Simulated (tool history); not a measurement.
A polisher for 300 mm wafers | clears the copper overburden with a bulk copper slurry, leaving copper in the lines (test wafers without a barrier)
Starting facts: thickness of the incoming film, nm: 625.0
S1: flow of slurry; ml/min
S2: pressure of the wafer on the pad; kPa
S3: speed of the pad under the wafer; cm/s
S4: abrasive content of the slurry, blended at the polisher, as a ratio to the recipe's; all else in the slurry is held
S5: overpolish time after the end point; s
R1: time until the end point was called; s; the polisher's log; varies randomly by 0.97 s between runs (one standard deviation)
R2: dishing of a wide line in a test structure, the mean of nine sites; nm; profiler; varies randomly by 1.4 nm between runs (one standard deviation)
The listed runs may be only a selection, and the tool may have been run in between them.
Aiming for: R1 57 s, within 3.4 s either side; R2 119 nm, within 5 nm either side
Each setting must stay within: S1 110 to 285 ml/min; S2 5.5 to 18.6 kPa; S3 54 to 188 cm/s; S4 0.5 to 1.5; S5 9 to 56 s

run,day,S1,S2,S3,S4,S5,R1,R2
1,0,180,11.7,120,1,29,77.752,109.78
2,0.183,180,12.4,120,1,28,75.221,111.64
3,0.221,180,15.2,120,1,28,64.772,126.2
4,0.367,180,15.2,120,0.8,28,66.972,124.33
5,0.592,180,15.2,122,0.8,27,64.235,122.62
6,0.638,210,15.2,122,0.8,27,65.469,123.12
7,0.842,210,15.2,124,0.8,26,63.136,122.08
8,1.204,210,15.2,124,0.8,25,62.589,118.74
9,1.579,210,15.9,126,0.8,23,60.315,118.71
10,1.633,210,15.9,126,0.8,23,62.383,117.52

Next run, 5 choices. One meets every target within its allowed miss, the rest don't. Which?
A,1.688,250,17.2,130,0.7,21,?,?
B,1.688,190,15.9,104,0.95,25,?,?
C,1.688,210,13.8,124,0.8,24,?,?
D,1.688,225,13.1,124,1,28,?,?
E,1.688,195,15.2,108,0.85,28,?,?

move,R1,R2
A,54.835,120.84
B,67.934,116.49
C,67.646,111.41
D,66.479,120.63
E,69.838,121.07
A: all results in spec
B: misses by more than the last run did
C: misses by more than the last run did
D: misses by more than the last run did
E: misses by more than the last run did
Go with A: it meets all targets.
